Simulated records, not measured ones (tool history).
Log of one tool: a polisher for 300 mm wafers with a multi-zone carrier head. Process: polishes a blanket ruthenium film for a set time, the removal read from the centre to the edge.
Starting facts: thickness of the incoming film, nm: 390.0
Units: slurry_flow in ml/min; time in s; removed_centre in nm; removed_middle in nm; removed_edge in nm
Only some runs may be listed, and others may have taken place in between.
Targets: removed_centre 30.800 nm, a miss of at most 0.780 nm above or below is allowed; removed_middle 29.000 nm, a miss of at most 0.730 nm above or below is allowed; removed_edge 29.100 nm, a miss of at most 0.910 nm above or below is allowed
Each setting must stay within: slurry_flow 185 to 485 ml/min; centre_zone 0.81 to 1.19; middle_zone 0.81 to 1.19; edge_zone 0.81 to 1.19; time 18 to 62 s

run 1 hour=0.0 | slurry_flow=310 centre_zone=1.00 middle_zone=1.00 edge_zone=1.00 time=40 | removed_centre=47.436 removed_middle=47.161 removed_edge=48.265
run 2 hour=6.7 | slurry_flow=310 centre_zone=1.00 middle_zone=0.97 edge_zone=1.00 time=40 | removed_centre=47.804 removed_middle=46.596 removed_edge=47.852
run 3 hour=9.5 | slurry_flow=310 centre_zone=1.00 middle_zone=0.97 edge_zone=1.00 time=50 | removed_centre=59.627 removed_middle=58.232 removed_edge=59.583
run 4 hour=15.6 | slurry_flow=310 centre_zone=1.00 middle_zone=0.96 edge_zone=0.96 time=44 | removed_centre=53.100 removed_middle=50.625 removed_edge=51.706
run 5 hour=18.4 | slurry_flow=365 centre_zone=1.00 middle_zone=0.96 edge_zone=0.96 time=44 | removed_centre=52.305 removed_middle=52.160 removed_edge=52.541
run 6 hour=19.5 | slurry_flow=340 centre_zone=0.99 middle_zone=0.95 edge_zone=0.93 time=40 | removed_centre=47.734 removed_middle=46.164 removed_edge=46.311
run 7 hour=20.1 | slurry_flow=320 centre_zone=0.97 middle_zone=0.94 edge_zone=0.91 time=37 | removed_centre=43.218 removed_middle=41.916 removed_edge=42.579
run 8 hour=26.1 | slurry_flow=305 centre_zone=0.96 middle_zone=0.94 edge_zone=0.89 time=34 | removed_centre=39.242 removed_middle=38.717 removed_edge=38.087
run 9 hour=29.9 | slurry_flow=235 centre_zone=0.92 middle_zone=0.84 edge_zone=0.81 time=26 | removed_centre=27.954 removed_middle=27.561 removed_edge=27.362
run 10 hour=38.7 | slurry_flow=255 centre_zone=0.93 middle_zone=0.84 edge_zone=0.81 time=26 | removed_centre=28.664 removed_middle=27.867 removed_edge=27.779
run 11 hour=40.7 | slurry_flow=270 centre_zone=0.94 middle_zone=0.84 edge_zone=0.81 time=26 | removed_centre=28.743 removed_middle=27.452 removed_edge=28.294
run 12 hour=49.5 | slurry_flow=275 centre_zone=0.95 middle_zone=0.85 edge_zone=0.81 time=26 | removed_centre=28.982 removed_middle=28.098 removed_edge=28.110
run 13 hour=53.8 | slurry_flow=285 centre_zone=0.96 middle_zone=0.86 edge_zone=0.82 time=26 | removed_centre=29.498 removed_middle=27.971 removed_edge=28.042
run 14 hour=60.2 | slurry_flow=285 centre_zone=0.96 middle_zone=0.86 edge_zone=0.82 time=26 | removed_centre=29.504 removed_middle=28.454 removed_edge=28.114

Which single option among these 5 for the next run brings every result within its allowed miss of target? Just one does.
run A hour=66.6 | slurry_flow=320 centre_zone=1.05 middle_zone=0.98 edge_zone=0.91 time=23 | removed_centre=? removed_middle=? removed_edge=?
run B hour=66.6 | slurry_flow=290 centre_zone=0.97 middle_zone=0.85 edge_zone=0.82 time=27 | removed_centre=? removed_middle=? removed_edge=?
run C hour=66.6 | slurry_flow=220 centre_zone=0.86 middle_zone=0.84 edge_zone=0.84 time=27 | removed_centre=? removed_middle=? removed_edge=?
run D hour=66.6 | slurry_flow=375 centre_zone=0.90 middle_zone=0.81 edge_zone=0.88 time=26 | removed_centre=? removed_middle=? removed_edge=?
run E hour=66.6 | slurry_flow=185 centre_zone=0.98 middle_zone=0.99 edge_zone=0.90 time=26 | removed_centre=? removed_middle=? removed_edge=?

move=A removed_centre=28.616 removed_middle=27.089 removed_edge=26.560
move=B removed_centre=31.181 removed_middle=29.454 removed_edge=29.568
move=C removed_centre=27.374 removed_middle=28.383 removed_edge=29.171
move=D removed_centre=29.026 removed_middle=28.402 removed_edge=29.915
move=E removed_centre=28.415 removed_middle=28.800 removed_edge=28.412
A: its largest miss is bigger than the last run's
B: all results in spec
C: its largest miss is bigger than the last run's
D: its largest miss is bigger than the last run's
E: its largest miss is bigger than the last run's
Correct choice: B, which meets every target
